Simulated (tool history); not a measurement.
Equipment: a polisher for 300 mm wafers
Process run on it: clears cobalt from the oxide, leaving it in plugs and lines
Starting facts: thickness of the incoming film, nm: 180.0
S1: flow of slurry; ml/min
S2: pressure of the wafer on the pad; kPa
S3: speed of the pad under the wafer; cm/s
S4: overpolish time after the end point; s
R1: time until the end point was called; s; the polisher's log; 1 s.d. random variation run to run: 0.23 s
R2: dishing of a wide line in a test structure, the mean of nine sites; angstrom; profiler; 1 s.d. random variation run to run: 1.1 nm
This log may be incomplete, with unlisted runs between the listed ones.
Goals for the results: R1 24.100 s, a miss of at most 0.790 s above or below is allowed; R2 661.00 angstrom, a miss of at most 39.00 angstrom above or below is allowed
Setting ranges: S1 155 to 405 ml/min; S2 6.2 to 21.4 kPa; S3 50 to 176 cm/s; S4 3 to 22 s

run 1 hour=0.0 | S1=260 S2=13.8 S3=112 S4=11 | R1=34.443 R2=404.81
run 2 hour=6.3 | S1=315 S2=13.8 S3=112 S4=11 | R1=33.180 R2=403.67
run 3 hour=9.5 | S1=315 S2=13.8 S3=96 S4=11 | R1=37.779 R2=378.85
run 4 hour=16.6 | S1=315 S2=15.2 S3=96 S4=12 | R1=35.159 R2=427.16
run 5 hour=20.0 | S1=320 S2=16.5 S3=96 S4=13 | R1=32.265 R2=467.16
run 6 hour=28.6 | S1=365 S2=16.5 S3=96 S4=13 | R1=32.302 R2=477.07
-- hour=33.9 slurry nozzle cleaned
run 7 hour=33.9 | S1=365 S2=17.9 S3=96 S4=14 | R1=28.190 R2=525.92
run 8 hour=38.6 | S1=365 S2=18.6 S3=96 S4=15 | R1=27.461 R2=564.54
run 9 hour=41.1 | S1=365 S2=19.3 S3=96 S4=15 | R1=26.670 R2=583.23
run 10 hour=45.0 | S1=365 S2=20.0 S3=96 S4=15 | R1=25.880 R2=590.11
run 11 hour=52.3 | S1=365 S2=20.7 S3=96 S4=16 | R1=25.365 R2=588.33
run 12 hour=56.7 | S1=370 S2=20.7 S3=96 S4=16 | R1=25.322 R2=607.68

Consider the 4 candidate settings below. Which is the only one whose results all fall within their allowed miss of target?
run A hour=61.1 | S1=350 S2=21.4 S3=106 S4=12 | R1=? R2=?
run B hour=61.1 | S1=375 S2=20.7 S3=92 S4=14 | R1=? R2=?
run C hour=61.1 | S1=390 S2=18.6 S3=118 S4=14 | R1=? R2=?
run D hour=61.1 | S1=390 S2=20.7 S3=100 S4=18 | R1=? R2=?

move=A R1=22.163 R2=556.30
move=B R1=26.066 R2=554.42
move=C R1=22.596 R2=594.89
move=D R1=23.999 R2=646.42
A: the result that was furthest off in the last run now lies on the other side of its target
B: moves away from the targets compared with the last run
C: the result that was furthest off in the last run now lies on the other side of its target
D: hits every target within its allowed miss
The right move is D.
